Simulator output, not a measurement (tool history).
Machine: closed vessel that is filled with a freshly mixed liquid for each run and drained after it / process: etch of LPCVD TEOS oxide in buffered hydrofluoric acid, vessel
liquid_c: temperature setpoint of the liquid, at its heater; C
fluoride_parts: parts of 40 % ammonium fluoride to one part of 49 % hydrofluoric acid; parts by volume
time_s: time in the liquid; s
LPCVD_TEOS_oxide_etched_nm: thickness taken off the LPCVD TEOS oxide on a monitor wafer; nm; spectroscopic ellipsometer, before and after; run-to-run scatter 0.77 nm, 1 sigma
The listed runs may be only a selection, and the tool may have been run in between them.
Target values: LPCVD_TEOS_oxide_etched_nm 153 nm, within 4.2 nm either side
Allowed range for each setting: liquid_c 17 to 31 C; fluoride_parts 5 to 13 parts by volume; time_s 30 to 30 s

run 1 day=0 | liquid_c=23 fluoride_parts=8 time_s=30 | LPCVD_TEOS_oxide_etched_nm=184.09
run 2 day=0.042 | liquid_c=23 fluoride_parts=8 time_s=30 | LPCVD_TEOS_oxide_etched_nm=186.46
run 3 day=0.371 | liquid_c=23 fluoride_parts=8 time_s=30 | LPCVD_TEOS_oxide_etched_nm=186.1
run 4 day=0.442 | liquid_c=23 fluoride_parts=9 time_s=30 | LPCVD_TEOS_oxide_etched_nm=163.05
run 5 day=0.492 | liquid_c=22.5 fluoride_parts=9 time_s=30 | LPCVD_TEOS_oxide_etched_nm=158.87
run 6 day=0.621 | liquid_c=19 fluoride_parts=9 time_s=30 | LPCVD_TEOS_oxide_etched_nm=130.15
run 7 day=1.008 | liquid_c=20 fluoride_parts=9 time_s=30 | LPCVD_TEOS_oxide_etched_nm=137.09
run 8 day=1.079 | liquid_c=20.5 fluoride_parts=9 time_s=30 | LPCVD_TEOS_oxide_etched_nm=142.96
run 9 day=1.404 | liquid_c=21 fluoride_parts=9 time_s=30 | LPCVD_TEOS_oxide_etched_nm=146.39

Below are 4 possible settings for the next run. Only one of them brings all results inside the allowed miss of their targets. Which is it?
run A day=1.729 | liquid_c=20.5 fluoride_parts=9 time_s=30 | LPCVD_TEOS_oxide_etched_nm=?
run B day=1.729 | liquid_c=21 fluoride_parts=9.5 time_s=30 | LPCVD_TEOS_oxide_etched_nm=?
run C day=1.729 | liquid_c=21.5 fluoride_parts=10 time_s=30 | LPCVD_TEOS_oxide_etched_nm=?
run D day=1.729 | liquid_c=17 fluoride_parts=7 time_s=30 | LPCVD_TEOS_oxide_etched_nm=?

move=A LPCVD_TEOS_oxide_etched_nm=143.58
move=B LPCVD_TEOS_oxide_etched_nm=142.7
move=C LPCVD_TEOS_oxide_etched_nm=142.05
move=D LPCVD_TEOS_oxide_etched_nm=154.73
A: its largest miss is bigger than the last run's
B: its largest miss is bigger than the last run's
C: its largest miss is bigger than the last run's
D: in spec on every target
Move D is the one to make.
